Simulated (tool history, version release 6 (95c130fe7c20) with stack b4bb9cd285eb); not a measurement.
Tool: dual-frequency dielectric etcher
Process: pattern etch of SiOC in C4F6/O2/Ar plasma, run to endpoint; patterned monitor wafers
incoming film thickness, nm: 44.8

run  hour  bias power (kW)  source power (kW)  endpoint time (s)
  1   0.0            0.563              0.380             13.667
  2   8.9            0.599              0.390             13.487
  3  11.1            0.599              0.330             14.201
  4  14.4            0.641              0.330             13.834
  5  23.0            0.671              0.350             13.183
  6  30.8            0.582              0.350             13.899
  7  39.2            0.617              0.380             13.244

Predict the results of run 8:
  8  40.3            0.644              0.390                  ?

endpoint time (s): 12.920
